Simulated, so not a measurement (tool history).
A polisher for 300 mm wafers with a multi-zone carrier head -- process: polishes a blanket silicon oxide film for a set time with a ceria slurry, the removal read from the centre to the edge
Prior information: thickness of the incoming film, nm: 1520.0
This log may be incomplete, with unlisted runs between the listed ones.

run	day	flow of slurry (ml/min)	pressure of the head's centre zone	pressure of the head's middle zone	pressure of the head's edge zone	polishing time (s)	film removed at the wafer's centre (nm)	film removed at mid-radius (nm)	film removed at the wafer's edge (nm)
1	0.000	170	1.00	1.00	1.00	48	209.29	209.77	212.13
2	0.362	165	0.98	1.01	0.98	47	198.57	205.96	206.65
3	0.667	165	0.98	1.01	0.98	59	241.63	260.84	255.92
4	0.917	165	0.97	1.02	0.96	56	234.17	253.05	247.30
5	1.025	165	0.97	0.94	0.96	56	226.96	236.75	240.71
6	1.288	165	0.96	0.97	0.93	53	219.39	220.08	234.30
7	1.471	160	0.97	0.98	0.97	51	211.92	222.39	222.74

Run 8 is up next; what results do you expect?
8	1.675	125	0.96	1.08	0.92	41	?	?	?

{"run 8": {"film removed at the wafer's centre (nm)": 158.87, "film removed at mid-radius (nm)": 182.84, "film removed at the wafer's edge (nm)": 168.36}}

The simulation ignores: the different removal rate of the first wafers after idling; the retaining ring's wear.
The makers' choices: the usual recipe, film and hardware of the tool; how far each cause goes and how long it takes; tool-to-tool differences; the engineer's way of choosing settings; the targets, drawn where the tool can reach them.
